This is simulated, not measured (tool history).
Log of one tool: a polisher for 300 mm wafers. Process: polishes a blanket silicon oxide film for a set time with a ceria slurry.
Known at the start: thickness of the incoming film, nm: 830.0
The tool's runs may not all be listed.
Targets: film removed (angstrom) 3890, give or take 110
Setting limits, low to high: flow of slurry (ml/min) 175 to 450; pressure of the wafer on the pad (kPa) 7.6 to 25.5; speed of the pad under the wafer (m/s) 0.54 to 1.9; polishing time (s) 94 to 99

| run | hour | flow of slurry (ml/min) | pressure of the wafer on the pad (kPa) | speed of the pad under the wafer (m/s) | polishing time (s) | film removed (angstrom) |
|---|---|---|---|---|---|---|
| 1 | 0 | 290 | 16.5 | 1.22 | 94 | 4516.5 |
| 2 | 4.6 | 290 | 16.5 | 1.22 | 99 | 4845.4 |
| 3 | 11 | 290 | 16.5 | 1.22 | 94 | 4607.4 |
| 4 | 15.4 | 290 | 16.5 | 1.22 | 94 | 4552.8 |
| 5 | 22.5 | 240 | 16.5 | 1.22 | 94 | 4519.1 |
| 6 | 28.9 | 240 | 16.5 | 1.22 | 99 | 4740.2 |
| 7 | 37.8 | 240 | 15.9 | 1.22 | 99 | 4540.5 |
| 8 | 46.7 | 240 | 15.2 | 1.22 | 99 | 4379.6 |
| 9 | 52.8 | 240 | 13.8 | 1.22 | 99 | 4053.9 |

Which single option among these 5 for the next run brings every result within its allowed miss of target? Just one does.
| A | 58.9 | 200 | 13.1 | 1.24 | 94 | ? |
| B | 58.9 | 255 | 15.2 | 1.14 | 94 | ? |
| C | 58.9 | 265 | 17.2 | 0.9 | 97 | ? |
| D | 58.9 | 215 | 13.8 | 1.28 | 99 | ? |
| E | 58.9 | 245 | 14.5 | 1.26 | 94 | ? |

| move | film removed (angstrom) |
|---|---|
| A | 3682.8 |
| B | 3896.6 |
| C | 3566.1 |
| D | 4192 |
| E | 4121.8 |
A: carries the result that was furthest off beyond its target, to the other side
B: in spec on every target
C: carries the result that was furthest off beyond its target, to the other side
D: lands further from the targets than the last run did
E: lands further from the targets than the last run did
So the answer is move B, the one that meets all the targets.

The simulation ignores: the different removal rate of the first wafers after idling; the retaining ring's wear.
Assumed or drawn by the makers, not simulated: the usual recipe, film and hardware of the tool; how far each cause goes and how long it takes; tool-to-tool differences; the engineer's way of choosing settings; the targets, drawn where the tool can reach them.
